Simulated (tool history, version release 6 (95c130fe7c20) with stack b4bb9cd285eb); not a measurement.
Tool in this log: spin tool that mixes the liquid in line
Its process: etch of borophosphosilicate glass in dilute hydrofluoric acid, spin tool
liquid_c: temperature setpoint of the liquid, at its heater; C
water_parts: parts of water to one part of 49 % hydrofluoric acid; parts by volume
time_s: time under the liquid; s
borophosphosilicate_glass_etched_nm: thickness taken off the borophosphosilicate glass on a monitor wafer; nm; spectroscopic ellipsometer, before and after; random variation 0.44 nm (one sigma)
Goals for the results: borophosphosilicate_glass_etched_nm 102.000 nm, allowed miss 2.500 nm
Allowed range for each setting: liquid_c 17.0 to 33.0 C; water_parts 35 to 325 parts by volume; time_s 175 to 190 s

| run | hour | liquid_c | water_parts | time_s | borophosphosilicate_glass_etched_nm |
|---|---|---|---|---|---|
| 1 | 0.0 | 25.0 | 180 | 175 | 39.753 |
| 2 | 1.7 | 25.0 | 180 | 175 | 39.689 |
| 3 | 6.5 | 26.5 | 165 | 175 | 46.750 |
| 4 | 8.7 | 27.5 | 150 | 175 | 54.733 |
| 5 | 12.3 | 27.5 | 115 | 175 | 74.061 |
| 6 | 13.2 | 27.5 | 115 | 190 | 80.838 |
| 7 | 19.8 | 28.5 | 115 | 190 | 83.980 |
| 8 | 27.9 | 29.0 | 115 | 190 | 84.981 |
| 9 | 32.8 | 29.5 | 115 | 190 | 86.916 |
| 10 | 35.7 | 30.0 | 115 | 190 | 88.470 |

Exactly one of the 4 candidate moves below puts every result within its allowed miss. Which one?
| A | 38.6 | 25.0 | 80 | 190 | ? |
| B | 38.6 | 31.0 | 100 | 180 | ? |
| C | 38.6 | 27.5 | 90 | 190 | ? |
| D | 38.6 | 30.5 | 100 | 190 | ? |

| move | borophosphosilicate_glass_etched_nm |
|---|---|
| A | 110.520 |
| B | 102.680 |
| C | 106.950 |
| D | 106.390 |
A: takes the result that was furthest off past its target
B: all results land within tolerance of their targets
C: takes the result that was furthest off past its target
D: takes the result that was furthest off past its target
B is the move that brings every result within its allowed miss.

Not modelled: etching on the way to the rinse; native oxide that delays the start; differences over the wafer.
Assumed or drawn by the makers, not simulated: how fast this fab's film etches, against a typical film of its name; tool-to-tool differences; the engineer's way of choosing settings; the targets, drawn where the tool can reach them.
